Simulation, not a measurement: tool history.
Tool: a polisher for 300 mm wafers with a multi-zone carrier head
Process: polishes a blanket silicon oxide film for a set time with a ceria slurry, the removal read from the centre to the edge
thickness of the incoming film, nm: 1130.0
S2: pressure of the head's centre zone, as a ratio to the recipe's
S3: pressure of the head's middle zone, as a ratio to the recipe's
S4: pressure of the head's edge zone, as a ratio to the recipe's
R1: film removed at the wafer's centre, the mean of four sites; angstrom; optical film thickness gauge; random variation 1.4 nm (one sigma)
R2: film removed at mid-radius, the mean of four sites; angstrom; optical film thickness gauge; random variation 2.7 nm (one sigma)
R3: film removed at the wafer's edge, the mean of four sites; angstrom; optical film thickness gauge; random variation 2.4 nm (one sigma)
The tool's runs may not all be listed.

{"run": 1, "hour": 0.0, "flow of slurry (ml/min)": 245, "S2": 1.0, "S3": 1.0, "S4": 1.0, "polishing time (s)": 56, "R1": 2334.0, "R2": 2464.8, "R3": 2471.6}
{"run": 2, "hour": 2.3, "flow of slurry (ml/min)": 250, "S2": 1.0, "S3": 1.02, "S4": 0.96, "polishing time (s)": 51, "R1": 2192.5, "R2": 2278.0, "R3": 2209.0}
{"run": 3, "hour": 6.2, "flow of slurry (ml/min)": 250, "S2": 0.97, "S3": 1.04, "S4": 0.93, "polishing time (s)": 47, "R1": 1937.8, "R2": 2123.2, "R3": 2018.3}
{"run": 4, "hour": 8.7, "flow of slurry (ml/min)": 200, "S2": 0.97, "S3": 1.04, "S4": 0.93, "polishing time (s)": 47, "R1": 1892.0, "R2": 2098.0, "R3": 1960.8}
{"run": 5, "hour": 9.8, "flow of slurry (ml/min)": 190, "S2": 0.97, "S3": 1.05, "S4": 0.9, "polishing time (s)": 45, "R1": 1778.5, "R2": 2023.7, "R3": 1843.1}
{"run": 6, "hour": 15.5, "flow of slurry (ml/min)": 190, "S2": 0.97, "S3": 1.05, "S4": 0.94, "polishing time (s)": 45, "R1": 1816.2, "R2": 1999.4, "R3": 1870.7}
{"run": 7, "hour": 16.1, "flow of slurry (ml/min)": 185, "S2": 0.97, "S3": 1.07, "S4": 0.92, "polishing time (s)": 44, "R1": 1757.6, "R2": 1975.8, "R3": 1816.0}
{"run": 8, "hour": 18.7, "flow of slurry (ml/min)": 180, "S2": 0.97, "S3": 1.08, "S4": 0.9, "polishing time (s)": 43, "R1": 1718.7, "R2": 1925.4, "R3": 1732.1}

The next listed run, before its measurement:
{"run": 9, "hour": 24.2, "flow of slurry (ml/min)": 175, "S2": 0.97, "S3": 1.09, "S4": 0.89, "polishing time (s)": 43, "R1": "?", "R2": "?", "R3": "?"}

R1: 1703.6 angstrom
R2: 1935.9 angstrom
R3: 1713.2 angstrom

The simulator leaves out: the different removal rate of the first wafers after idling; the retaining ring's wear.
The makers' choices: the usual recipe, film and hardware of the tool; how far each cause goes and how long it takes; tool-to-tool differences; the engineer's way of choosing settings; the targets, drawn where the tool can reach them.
